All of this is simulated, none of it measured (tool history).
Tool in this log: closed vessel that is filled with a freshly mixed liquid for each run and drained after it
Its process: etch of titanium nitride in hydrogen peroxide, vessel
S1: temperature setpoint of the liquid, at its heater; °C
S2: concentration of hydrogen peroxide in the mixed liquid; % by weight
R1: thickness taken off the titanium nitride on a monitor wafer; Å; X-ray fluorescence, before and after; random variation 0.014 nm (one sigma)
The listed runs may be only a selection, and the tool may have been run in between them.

Run 1, hour 0: S1 44 °C, S2 17.5 % by weight, time in the liquid (s) 130. Result: R1 29.696 Å.
Run 2, hour 2: S1 44.5 °C, S2 17.5 % by weight, time in the liquid (s) 130. Result: R1 30.647 Å.
Run 3, hour 11.2: S1 44.5 °C, S2 17.5 % by weight, time in the liquid (s) 130. Result: R1 30.717 Å.
Run 4, hour 18.1: S1 44.5 °C, S2 17.5 % by weight, time in the liquid (s) 130. Result: R1 30.623 Å.
Run 5, hour 19.3: S1 38 °C, S2 17.5 % by weight, time in the liquid (s) 130. Result: R1 18.628 Å.
Run 6, hour 20.9: S1 32 °C, S2 17.5 % by weight, time in the liquid (s) 130. Result: R1 11.538 Å.
Run 7, hour 27.5: S1 36.5 °C, S2 17.5 % by weight, time in the liquid (s) 130. Result: R1 16.686 Å.
Run 8, hour 36: S1 39.5 °C, S2 17.5 % by weight, time in the liquid (s) 130. Result: R1 21.001 Å.

Run 9 has not been measured yet. What should we expect?
Run 9, hour 38.5: S1 41.5 °C, S2 17.5 % by weight, time in the liquid (s) 130. Result: R1 ?.

R1: 24.65 Å

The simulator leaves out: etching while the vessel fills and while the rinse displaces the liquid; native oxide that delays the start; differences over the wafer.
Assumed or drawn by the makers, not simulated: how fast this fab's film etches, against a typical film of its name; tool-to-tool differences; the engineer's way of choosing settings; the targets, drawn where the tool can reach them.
